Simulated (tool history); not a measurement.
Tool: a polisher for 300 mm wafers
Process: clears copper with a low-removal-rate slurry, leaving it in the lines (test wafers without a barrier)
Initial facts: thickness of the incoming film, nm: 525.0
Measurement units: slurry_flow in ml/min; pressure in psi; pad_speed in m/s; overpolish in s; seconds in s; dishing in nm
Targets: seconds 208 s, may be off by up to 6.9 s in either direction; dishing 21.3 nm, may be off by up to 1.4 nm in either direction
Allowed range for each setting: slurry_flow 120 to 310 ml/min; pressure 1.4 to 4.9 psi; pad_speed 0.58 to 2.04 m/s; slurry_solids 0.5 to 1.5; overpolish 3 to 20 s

| run | hour | slurry_flow | pressure | pad_speed | slurry_solids | overpolish | seconds | dishing |
|---|---|---|---|---|---|---|---|---|
| 1 | 0 | 200 | 3.1 | 1.3 | 1 | 10 | 132.43 | 25.746 |
| 2 | 3.2 | 200 | 3.1 | 1.3 | 0.9 | 10 | 133.32 | 25.25 |
| 3 | 8.2 | 200 | 3.1 | 1.52 | 0.9 | 10 | 115.92 | 28.798 |
| 4 | 14.6 | 200 | 3.5 | 1.52 | 0.9 | 10 | 104.08 | 31.098 |
| 5 | 16.1 | 195 | 2.8 | 1.46 | 0.9 | 11 | 132.93 | 26.889 |
| 6 | 20.1 | 195 | 3.4 | 1.46 | 0.9 | 11 | 112.92 | 31.734 |
| 7 | 23.1 | 195 | 3.4 | 1.46 | 0.9 | 11 | 110.84 | 31.874 |
| 8 | 31.5 | 180 | 2.5 | 1.42 | 0.9 | 13 | 153.18 | 28.003 |
| 9 | 36.9 | 175 | 2.2 | 1.42 | 0.9 | 13 | 174.4 | 24.009 |
| 10 | 37.6 | 165 | 2.1 | 1.42 | 0.9 | 13 | 184.48 | 23.81 |
| 11 | 45.8 | 155 | 2 | 1.42 | 0.9 | 13 | 191.93 | 22.629 |
| 12 | 47.8 | 145 | 2 | 1.42 | 0.9 | 13 | 196.94 | 23.575 |
| 13 | 52.3 | 135 | 1.8 | 1.42 | 0.9 | 12 | 216.4 | 19.167 |
| 14 | 58 | 140 | 1.8 | 1.42 | 0.9 | 12 | 216.72 | 20.046 |
| 15 | 60.9 | 145 | 1.8 | 1.42 | 0.9 | 12 | 213.77 | 19.94 |
| 16 | 65.1 | 150 | 1.8 | 1.42 | 0.9 | 12 | 216.39 | 20.087 |
| 17 | 67.6 | 155 | 1.8 | 1.42 | 0.9 | 12 | 211 | 19.869 |

Consider the 4 candidate settings below. Which is the only one whose results all fall within their allowed miss of target?
| A | 70.1 | 120 | 1.9 | 1.46 | 0.8 | 13 | ? | ? |
| B | 70.1 | 195 | 1.8 | 1.62 | 0.5 | 11 | ? | ? |
| C | 70.1 | 140 | 2 | 1.42 | 0.85 | 10 | ? | ? |
| D | 70.1 | 155 | 1.9 | 1.4 | 0.9 | 11 | ? | ? |

| move | seconds | dishing |
|---|---|---|
| A | 210.52 | 20.794 |
| B | 208.73 | 18.168 |
| C | 199.07 | 17.502 |
| D | 206.24 | 18.39 |
A: meets every target
B: moves away from the targets compared with the last run
C: moves away from the targets compared with the last run
D: moves away from the targets compared with the last run
A is the move that brings every result within its allowed miss.

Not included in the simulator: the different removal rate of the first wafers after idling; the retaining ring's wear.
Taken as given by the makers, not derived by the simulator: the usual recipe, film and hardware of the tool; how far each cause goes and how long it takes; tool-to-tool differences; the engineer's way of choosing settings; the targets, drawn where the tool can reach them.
